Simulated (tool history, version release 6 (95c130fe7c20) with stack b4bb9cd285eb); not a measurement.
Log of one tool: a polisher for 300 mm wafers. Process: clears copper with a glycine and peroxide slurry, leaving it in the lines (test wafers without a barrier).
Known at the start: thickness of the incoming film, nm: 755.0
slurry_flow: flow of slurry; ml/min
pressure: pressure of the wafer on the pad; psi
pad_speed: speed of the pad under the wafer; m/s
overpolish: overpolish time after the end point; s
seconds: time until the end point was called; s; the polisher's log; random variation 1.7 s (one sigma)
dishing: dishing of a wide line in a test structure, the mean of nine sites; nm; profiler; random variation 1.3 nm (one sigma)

{"run": 1, "day": 0.0, "slurry_flow": 215, "pressure": 2.4, "pad_speed": 1.18, "overpolish": 26, "seconds": 128.91, "dishing": 89.855}
{"run": 2, "day": 0.146, "slurry_flow": 215, "pressure": 2.3, "pad_speed": 1.18, "overpolish": 25, "seconds": 132.68, "dishing": 82.099}
{"run": 3, "day": 0.25, "slurry_flow": 215, "pressure": 2.2, "pad_speed": 1.18, "overpolish": 24, "seconds": 137.52, "dishing": 78.159}
{"run": 4, "day": 0.304, "slurry_flow": 215, "pressure": 2.2, "pad_speed": 1.18, "overpolish": 30, "seconds": 139.16, "dishing": 92.539}
{"run": 5, "day": 0.654, "slurry_flow": 215, "pressure": 2.1, "pad_speed": 1.18, "overpolish": 29, "seconds": 142.59, "dishing": 88.771}
{"run": 6, "day": 0.942, "slurry_flow": 215, "pressure": 2.1, "pad_speed": 1.36, "overpolish": 29, "seconds": 129.29, "dishing": 93.632}
{"run": 7, "day": 0.988, "slurry_flow": 215, "pressure": 2.1, "pad_speed": 1.36, "overpolish": 29, "seconds": 131.53, "dishing": 87.754}
{"run": 8, "day": 1.208, "slurry_flow": 215, "pressure": 2, "pad_speed": 1.36, "overpolish": 28, "seconds": 138.28, "dishing": 86.554}
{"run": 9, "day": 1.3, "slurry_flow": 215, "pressure": 2, "pad_speed": 1.36, "overpolish": 27, "seconds": 136.04, "dishing": 82.646}
{"run": 10, "day": 1.417, "slurry_flow": 215, "pressure": 2, "pad_speed": 1.36, "overpolish": 26, "seconds": 133.67, "dishing": 82.166}
{"run": 11, "day": 1.683, "slurry_flow": 215, "pressure": 1.9, "pad_speed": 1.36, "overpolish": 25, "seconds": 141.37, "dishing": 78.976}

Run 12 comes next. What will it give?
{"run": 12, "day": 1.942, "slurry_flow": 215, "pressure": 1.9, "pad_speed": 1.36, "overpolish": 24, "seconds": "?", "dishing": "?"}

{"run 12": {"seconds": 142.75, "dishing": 76.236}}

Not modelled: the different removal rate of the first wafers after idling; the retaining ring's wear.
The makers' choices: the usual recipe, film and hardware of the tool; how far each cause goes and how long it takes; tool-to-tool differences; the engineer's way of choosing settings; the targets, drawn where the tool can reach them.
